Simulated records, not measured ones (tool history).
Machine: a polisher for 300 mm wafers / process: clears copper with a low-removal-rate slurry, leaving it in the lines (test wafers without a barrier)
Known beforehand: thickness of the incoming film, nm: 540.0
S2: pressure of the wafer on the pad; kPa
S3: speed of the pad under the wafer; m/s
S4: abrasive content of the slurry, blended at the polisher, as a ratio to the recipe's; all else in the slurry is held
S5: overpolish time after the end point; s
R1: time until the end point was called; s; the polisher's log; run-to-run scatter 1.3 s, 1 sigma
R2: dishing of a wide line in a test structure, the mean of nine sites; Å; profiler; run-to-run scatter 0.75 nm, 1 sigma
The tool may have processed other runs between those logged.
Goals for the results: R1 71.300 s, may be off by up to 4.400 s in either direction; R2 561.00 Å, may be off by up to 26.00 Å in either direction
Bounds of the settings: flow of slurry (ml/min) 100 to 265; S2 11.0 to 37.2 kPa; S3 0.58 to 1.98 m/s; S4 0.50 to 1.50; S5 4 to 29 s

{"run": 1, "day": 0.0, "flow of slurry (ml/min)": 170, "S2": 24.1, "S3": 1.28, "S4": 1.0, "S5": 15, "R1": 130.05, "R2": 438.49}
{"run": 2, "day": 0.092, "flow of slurry (ml/min)": 175, "S2": 28.3, "S3": 1.3, "S4": 1.0, "S5": 13, "R1": 113.49, "R2": 435.0}
{"run": 3, "day": 0.4, "flow of slurry (ml/min)": 175, "S2": 31.0, "S3": 1.38, "S4": 1.0, "S5": 12, "R1": 100.18, "R2": 456.63}
{"run": 4, "day": 0.458, "flow of slurry (ml/min)": 175, "S2": 27.6, "S3": 1.38, "S4": 1.0, "S5": 12, "R1": 110.9, "R2": 410.92}
{"run": 5, "day": 0.512, "flow of slurry (ml/min)": 175, "S2": 27.6, "S3": 1.56, "S4": 1.0, "S5": 12, "R1": 104.99, "R2": 448.87}
{"run": 6, "day": 0.629, "flow of slurry (ml/min)": 175, "S2": 22.8, "S3": 1.56, "S4": 1.0, "S5": 12, "R1": 119.83, "R2": 379.58}
{"run": 7, "day": 0.967, "flow of slurry (ml/min)": 180, "S2": 26.9, "S3": 1.6, "S4": 1.0, "S5": 11, "R1": 101.18, "R2": 421.89}
{"run": 8, "day": 1.254, "flow of slurry (ml/min)": 185, "S2": 33.8, "S3": 1.64, "S4": 1.0, "S5": 10, "R1": 82.312, "R2": 468.53}
{"run": 9, "day": 1.462, "flow of slurry (ml/min)": 185, "S2": 34.5, "S3": 1.68, "S4": 1.0, "S5": 10, "R1": 82.133, "R2": 476.62}
{"run": 10, "day": 1.788, "flow of slurry (ml/min)": 185, "S2": 35.2, "S3": 1.72, "S4": 1.0, "S5": 10, "R1": 74.436, "R2": 493.57}
{"run": 11, "day": 1.992, "flow of slurry (ml/min)": 185, "S2": 35.2, "S3": 1.72, "S4": 1.0, "S5": 11, "R1": 75.565, "R2": 531.62}

Which one of the following 5 next-run settings gets every result inside its allowed miss? There is exactly one.
{"run": "A", "day": 2.196, "flow of slurry (ml/min)": 170, "S2": 35.2, "S3": 1.56, "S4": 0.95, "S5": 14, "R1": "?", "R2": "?"}
{"run": "B", "day": 2.196, "flow of slurry (ml/min)": 175, "S2": 36.5, "S3": 1.8, "S4": 1.0, "S5": 11, "R1": "?", "R2": "?"}
{"run": "C", "day": 2.196, "flow of slurry (ml/min)": 200, "S2": 30.3, "S3": 1.8, "S4": 0.95, "S5": 15, "R1": "?", "R2": "?"}
{"run": "D", "day": 2.196, "flow of slurry (ml/min)": 200, "S2": 35.9, "S3": 1.72, "S4": 1.1, "S5": 13, "R1": "?", "R2": "?"}
{"run": "E", "day": 2.196, "flow of slurry (ml/min)": 185, "S2": 33.8, "S3": 1.74, "S4": 0.9, "S5": 11, "R1": "?", "R2": "?"}

move=A R1=83.622 R2=592.69
move=B R1=71.427 R2=556.56
move=C R1=83.511 R2=619.55
move=D R1=72.822 R2=623.06
move=E R1=79.643 R2=508.45
A: carries the result that was furthest off beyond its target, to the other side
B: each result inside its tolerance
C: carries the result that was furthest off beyond its target, to the other side
D: carries the result that was furthest off beyond its target, to the other side
E: its largest miss is bigger than the last run's
The move that meets every target is B.

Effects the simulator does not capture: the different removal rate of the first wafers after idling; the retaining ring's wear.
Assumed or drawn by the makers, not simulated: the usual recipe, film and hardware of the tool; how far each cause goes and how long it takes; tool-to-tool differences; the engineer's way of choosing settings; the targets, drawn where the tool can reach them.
